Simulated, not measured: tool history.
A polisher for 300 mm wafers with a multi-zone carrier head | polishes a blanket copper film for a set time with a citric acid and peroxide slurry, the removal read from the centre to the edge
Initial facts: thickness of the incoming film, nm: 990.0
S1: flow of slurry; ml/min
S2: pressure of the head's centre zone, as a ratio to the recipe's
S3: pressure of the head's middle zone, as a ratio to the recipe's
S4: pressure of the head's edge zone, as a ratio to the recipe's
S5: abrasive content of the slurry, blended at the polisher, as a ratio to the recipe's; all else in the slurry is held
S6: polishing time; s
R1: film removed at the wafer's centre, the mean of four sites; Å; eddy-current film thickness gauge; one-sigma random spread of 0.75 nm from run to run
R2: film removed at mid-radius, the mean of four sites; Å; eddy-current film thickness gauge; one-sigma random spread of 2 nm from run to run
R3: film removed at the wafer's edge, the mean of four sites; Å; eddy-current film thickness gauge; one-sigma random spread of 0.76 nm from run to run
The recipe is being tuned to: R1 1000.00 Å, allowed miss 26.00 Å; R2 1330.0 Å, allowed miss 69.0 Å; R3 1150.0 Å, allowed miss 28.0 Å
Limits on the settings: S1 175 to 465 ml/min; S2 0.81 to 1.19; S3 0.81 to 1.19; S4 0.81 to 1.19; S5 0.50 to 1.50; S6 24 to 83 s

Run 1, hour 0.0: S1 295 ml/min, S2 1.00, S3 1.00, S4 1.00, S5 1.00, S6 53 s. Result: R1 1191.20 Å, R2 1159.8 Å, R3 1174.9 Å.
Run 2, hour 2.2: S1 295 ml/min, S2 1.00, S3 1.00, S4 1.00, S5 0.85, S6 53 s. Result: R1 1158.70 Å, R2 1168.6 Å, R3 1156.3 Å.
Run 3, hour 3.2: S1 290 ml/min, S2 0.98, S3 1.02, S4 1.00, S5 0.85, S6 53 s. Result: R1 1146.60 Å, R2 1185.1 Å, R3 1132.7 Å.
Run 4, hour 10.9: S1 290 ml/min, S2 0.98, S3 1.02, S4 1.00, S5 1.00, S6 53 s. Result: R1 1170.10 Å, R2 1204.5 Å, R3 1161.8 Å.
Run 5, hour 16.7: S1 290 ml/min, S2 0.98, S3 1.08, S4 1.00, S5 1.00, S6 53 s. Result: R1 1185.40 Å, R2 1276.3 Å, R3 1177.4 Å.
Run 6, hour 17.4: S1 285 ml/min, S2 0.95, S3 1.09, S4 1.01, S5 1.00, S6 53 s. Result: R1 1130.20 Å, R2 1276.9 Å, R3 1178.4 Å.
Run 7, hour 23.9: S1 280 ml/min, S2 0.94, S3 1.10, S4 1.01, S5 1.00, S6 53 s. Result: R1 1118.80 Å, R2 1246.9 Å, R3 1170.5 Å.
Run 8, hour 27.2: S1 280 ml/min, S2 0.92, S3 1.11, S4 1.00, S5 1.00, S6 53 s. Result: R1 1092.20 Å, R2 1274.1 Å, R3 1171.6 Å.
Run 9, hour 29.3: S1 280 ml/min, S2 0.92, S3 1.11, S4 1.00, S5 1.00, S6 53 s. Result: R1 1101.00 Å, R2 1271.2 Å, R3 1164.2 Å.
Run 10, hour 35.7: S1 275 ml/min, S2 0.90, S3 1.12, S4 1.00, S5 1.00, S6 53 s. Result: R1 1047.80 Å, R2 1289.5 Å, R3 1157.2 Å.
Run 11, hour 37.6: S1 270 ml/min, S2 0.90, S3 1.13, S4 1.00, S5 1.00, S6 53 s. Result: R1 1061.30 Å, R2 1310.6 Å, R3 1171.3 Å.
Run 12, hour 38.5: S1 265 ml/min, S2 0.89, S3 1.13, S4 1.00, S5 1.00, S6 53 s. Result: R1 1051.80 Å, R2 1357.0 Å, R3 1159.2 Å.
Run 13, hour 45.6: S1 265 ml/min, S2 0.88, S3 1.13, S4 1.00, S5 1.00, S6 53 s. Result: R1 1030.20 Å, R2 1311.1 Å, R3 1162.9 Å.
Run 14, hour 47.4: S1 260 ml/min, S2 0.88, S3 1.13, S4 1.00, S5 1.00, S6 53 s. Result: R1 1037.80 Å, R2 1295.2 Å, R3 1158.4 Å.
Run 15, hour 49.6: S1 260 ml/min, S2 0.87, S3 1.13, S4 1.00, S5 1.00, S6 53 s. Result: R1 1021.90 Å, R2 1331.0 Å, R3 1154.3 Å.

Next run, 4 choices. One meets every target within its allowed miss, the rest don't. Which?
Run A, hour 51.8: S1 220 ml/min, S2 0.84, S3 1.12, S4 0.96, S5 1.15, S6 53 s. Result: R1 ?, R2 ?, R3 ?.
Run B, hour 51.8: S1 175 ml/min, S2 0.90, S3 1.16, S4 0.96, S5 0.80, S6 57 s. Result: R1 ?, R2 ?, R3 ?.
Run C, hour 51.8: S1 175 ml/min, S2 0.90, S3 1.18, S4 0.93, S5 0.75, S6 58 s. Result: R1 ?, R2 ?, R3 ?.
Run D, hour 51.8: S1 340 ml/min, S2 0.91, S3 1.14, S4 1.03, S5 0.75, S6 54 s. Result: R1 ?, R2 ?, R3 ?.

move       R1      R2      R3
   A   993.24  1348.8  1160.0
   B  1045.60  1367.5  1146.8
   C  1052.00  1396.1  1138.4
   D  1053.20  1334.0  1154.7
A: all results land within tolerance of their targets
B: moves away from the targets compared with the last run
C: moves away from the targets compared with the last run
D: moves away from the targets compared with the last run
Move A is the one to make.
